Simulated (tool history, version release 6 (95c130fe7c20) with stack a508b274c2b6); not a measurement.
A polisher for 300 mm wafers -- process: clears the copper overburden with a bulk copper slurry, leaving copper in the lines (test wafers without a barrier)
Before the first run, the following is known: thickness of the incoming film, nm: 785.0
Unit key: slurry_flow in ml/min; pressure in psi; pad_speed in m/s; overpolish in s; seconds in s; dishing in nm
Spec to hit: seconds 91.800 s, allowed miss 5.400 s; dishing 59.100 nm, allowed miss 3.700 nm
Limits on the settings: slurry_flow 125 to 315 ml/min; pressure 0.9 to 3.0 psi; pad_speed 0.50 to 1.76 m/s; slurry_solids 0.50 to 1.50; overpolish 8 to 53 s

run    day  slurry_flow  pressure  pad_speed  slurry_solids  overpolish  seconds  dishing
  1  0.000          205       1.9       1.12           1.00          27  106.600   84.356
  2  0.117          230       1.9       1.12           1.00          27  105.180   84.277
  3  0.271          245       1.8       1.18           1.00          24  103.940   78.849
  4  0.479          245       2.2       1.18           1.00          24   82.583   87.710
  5  0.592          260       2.1       1.18           1.00          21   88.290   81.842
  6  0.829          270       2.0       1.22           1.00          19   89.683   73.229
  7  1.183          270       2.0       1.22           1.00          17   88.781   70.965
  8  1.383          270       2.0       1.22           1.00          16   90.650   70.500
  9  1.538          275       1.7       1.40           1.00           8   95.442   41.122
 10  1.912          275       1.8       1.36           1.00           9   92.021   47.496
 11  2.238          275       1.8       1.34           1.00          10   90.129   49.219
 12  2.279          275       1.8       1.32           1.00          10   93.842   49.226
 13  2.583          275       1.8       1.30           1.00          10   94.525   49.527
 14  2.750          275       1.8       1.28           1.00          10   96.371   48.360
 15  3.042          275       1.8       1.26           1.00          10   99.690   49.040
 16  3.371          280       1.9       1.22           1.00          11   97.981   54.178
 17  3.638          280       1.9       1.22           1.00          11   93.571   52.529

Which one of the following 4 next-run settings gets every result inside its allowed miss? There is exactly one.
  A  3.904          290       2.0       1.38           0.80           8        ?        ?
  B  3.904          315       2.4       1.04           0.95          14        ?        ?
  C  3.904          315       2.6       0.98           0.70          12        ?        ?
  D  3.904          310       1.6       1.34           1.05          11        ?        ?

move  seconds  dishing
   A   88.267   43.854
   B   85.947   67.011
   C   92.389   58.267
   D  101.800   48.791
A: further off than the last run
B: takes the result that was furthest off past its target
C: all results in spec
D: further off than the last run
Move C is the one to make.
